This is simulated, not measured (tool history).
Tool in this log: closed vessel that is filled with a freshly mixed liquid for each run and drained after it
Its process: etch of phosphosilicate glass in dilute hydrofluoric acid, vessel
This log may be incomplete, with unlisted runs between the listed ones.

run,day,temperature setpoint of the liquid (C),parts of water to one part of 49 % hydrofluoric acid (parts by volume),time in the liquid (s),thickness taken off the phosphosilicate glass on a monitor wafer (Å)
1,0,23,130,90,431.55
2,0.071,24.5,115,90,521.16
3,0.321,25.5,100,90,655.16
4,0.604,22.5,100,90,570.7
5,0.792,22.5,100,90,571.13
6,1.046,22.5,100,90,563.44
7,1.188,24,90,90,691.54
8,1.296,25,85,90,757.76
9,1.579,26,80,90,831.31
10,1.933,26,80,90,829.42
11,2.125,27,75,90,943.15

Expected results for the next run?
12,2.3,27.5,75,90,?

{"run 12": {"thickness taken off the phosphosilicate glass on a monitor wafer (Å)": 973.24}}

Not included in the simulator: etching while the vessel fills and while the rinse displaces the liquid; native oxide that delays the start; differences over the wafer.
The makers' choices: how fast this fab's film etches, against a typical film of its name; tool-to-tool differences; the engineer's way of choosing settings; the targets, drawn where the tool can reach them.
